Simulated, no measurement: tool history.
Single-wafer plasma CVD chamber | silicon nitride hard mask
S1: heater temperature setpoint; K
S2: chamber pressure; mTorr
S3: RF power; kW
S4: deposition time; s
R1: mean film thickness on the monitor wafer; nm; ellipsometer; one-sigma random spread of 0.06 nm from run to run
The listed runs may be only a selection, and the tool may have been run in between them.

run 1 day=0 | S1=663.15 S2=1420 S3=0.265 S4=30.5 | R1=35.576
run 2 day=0.179 | S1=663.15 S2=1340 S3=0.25 S4=30.3 | R1=33.621
run 3 day=0.3 | S1=663.15 S2=1270 S3=0.24 S4=30.1 | R1=32.061
run 4 day=0.383 | S1=663.15 S2=1270 S3=0.265 S4=30.1 | R1=33.704
run 5 day=0.746 | S1=671.15 S2=1270 S3=0.265 S4=30.1 | R1=33.547
run 6 day=0.85 | S1=671.15 S2=1270 S3=0.265 S4=30.5 | R1=33.995
-- day=0.917 capacitance manometer re-zeroed and calibrated
run 7 day=0.917 | S1=671.15 S2=1200 S3=0.255 S4=30.3 | R1=31.836

For run 8, what comes out?
run 8 day=1.196 | S1=671.15 S2=1130 S3=0.25 S4=30.3 | R1=?

R1: 30.748 nm
